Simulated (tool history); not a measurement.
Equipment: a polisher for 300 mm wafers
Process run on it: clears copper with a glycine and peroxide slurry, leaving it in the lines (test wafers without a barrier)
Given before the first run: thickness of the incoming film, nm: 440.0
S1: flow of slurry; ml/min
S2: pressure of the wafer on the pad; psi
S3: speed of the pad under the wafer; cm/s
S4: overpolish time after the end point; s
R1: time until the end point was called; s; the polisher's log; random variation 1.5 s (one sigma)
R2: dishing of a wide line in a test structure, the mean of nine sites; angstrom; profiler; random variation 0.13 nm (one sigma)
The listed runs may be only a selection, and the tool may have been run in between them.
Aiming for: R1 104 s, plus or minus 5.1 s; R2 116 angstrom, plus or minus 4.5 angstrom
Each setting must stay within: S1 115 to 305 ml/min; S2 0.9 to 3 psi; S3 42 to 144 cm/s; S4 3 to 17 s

run  hour   S1   S2   S3  S4      R1      R2
  1     0  195  1.9   92   9  96.634  256.48
  2   1.8  185  1.8   94   7  98.528  201.29
  3   3.5  185  1.8  106   7  92.556  216.41
  4   5.5  165  1.8  102   6  96.643  179.21
  5  11.3  135  1.8  102   6  98.612  173.82
  6  12.6  115  1.8  102   6  99.318  170.95
  7  18.3  115  1.4  110   3  113.16   83.26
  8  21.2  135  1.5  108   3  103.63  85.967
  9  25.9  130  1.6  106   3  101.43  90.192
 10  27.2  125  1.6  106   3  103.01  88.339

Which single option among these 4 for the next run brings every result within its allowed miss of target? Just one does.
  A  28.5  125  1.9  112   4   ?   ?
  B  28.5  115  1.6  108   4   ?   ?
  C  28.5  160  1.7  116   4   ?   ?
  D  28.5  175  1.9   78   5   ?   ?

move      R1      R2
   A  91.401  126.32
   B  102.97  113.01
   C  90.439  127.42
   D  104.74  137.38
A: pushes the last run's worst result past its target
B: every result lands within tolerance
C: pushes the last run's worst result past its target
D: pushes the last run's worst result past its target
Correct choice: B, which meets every target
